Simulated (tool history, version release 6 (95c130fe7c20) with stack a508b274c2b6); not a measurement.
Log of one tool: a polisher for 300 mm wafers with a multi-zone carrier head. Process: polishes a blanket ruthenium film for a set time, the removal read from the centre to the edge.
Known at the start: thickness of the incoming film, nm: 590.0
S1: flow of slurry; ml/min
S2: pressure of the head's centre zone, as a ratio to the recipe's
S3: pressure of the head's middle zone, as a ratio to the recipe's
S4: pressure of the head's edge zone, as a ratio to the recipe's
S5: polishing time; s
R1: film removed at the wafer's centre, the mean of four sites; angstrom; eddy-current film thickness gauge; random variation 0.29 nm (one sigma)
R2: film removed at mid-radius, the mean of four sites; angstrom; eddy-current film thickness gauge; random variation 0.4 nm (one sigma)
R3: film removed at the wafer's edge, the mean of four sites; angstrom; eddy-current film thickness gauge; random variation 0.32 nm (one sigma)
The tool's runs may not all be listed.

Run 1, hour 0.0: S1 125 ml/min, S2 1.00, S3 1.00, S4 1.00, S5 70 s. Result: R1 407.37 angstrom, R2 412.29 angstrom, R3 404.58 angstrom.
Run 2, hour 3.6: S1 125 ml/min, S2 1.01, S3 0.98, S4 0.99, S5 70 s. Result: R1 410.63 angstrom, R2 407.03 angstrom, R3 395.62 angstrom.
Run 3, hour 8.8: S1 125 ml/min, S2 1.02, S3 0.96, S4 0.99, S5 70 s. Result: R1 417.96 angstrom, R2 404.87 angstrom, R3 401.04 angstrom.
Run 4, hour 9.5: S1 125 ml/min, S2 1.02, S3 0.91, S4 0.99, S5 70 s. Result: R1 416.34 angstrom, R2 378.83 angstrom, R3 398.52 angstrom.
Run 5, hour 12.9: S1 150 ml/min, S2 1.02, S3 0.91, S4 0.99, S5 70 s. Result: R1 432.25 angstrom, R2 395.51 angstrom, R3 417.38 angstrom.
Run 6, hour 19.4: S1 145 ml/min, S2 1.03, S3 0.90, S4 0.98, S5 70 s. Result: R1 434.99 angstrom, R2 380.67 angstrom, R3 412.80 angstrom.

The next listed run, before its measurement:
Run 7, hour 24.1: S1 140 ml/min, S2 1.04, S3 0.90, S4 0.97, S5 70 s. Result: R1 ?, R2 ?, R3 ?.

R1: 433.87 angstrom
R2: 379.94 angstrom
R3: 406.47 angstrom

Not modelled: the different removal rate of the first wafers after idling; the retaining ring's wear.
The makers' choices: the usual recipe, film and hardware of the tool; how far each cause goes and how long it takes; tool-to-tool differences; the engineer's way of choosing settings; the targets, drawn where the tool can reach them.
